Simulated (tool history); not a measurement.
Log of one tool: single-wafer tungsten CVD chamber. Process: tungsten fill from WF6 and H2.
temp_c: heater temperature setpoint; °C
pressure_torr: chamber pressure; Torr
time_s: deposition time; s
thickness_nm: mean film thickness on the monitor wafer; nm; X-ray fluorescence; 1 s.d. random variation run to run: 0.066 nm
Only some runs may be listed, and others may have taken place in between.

run,hour,temp_c,pressure_torr,time_s,thickness_nm
1,0,370,37.1,7.42,12.842
2,8.3,370,39.8,7.42,13.401
3,17.1,374,39.8,7.42,14.625
4,23.9,367,39.8,7.42,12.416
5,26.9,367,39.8,7.42,12.376
6,35.9,370,39.9,7.42,13.39
7,41.8,372,40,7.42,14.007
8,47.7,374,40.1,7.42,14.827
9,53.5,376,40.2,7.42,15.412

Run 10 has not been measured yet. What should we expect?
10,60.1,387,40.8,7.42,?

{"run 10": {"thickness_nm": 20.069}}
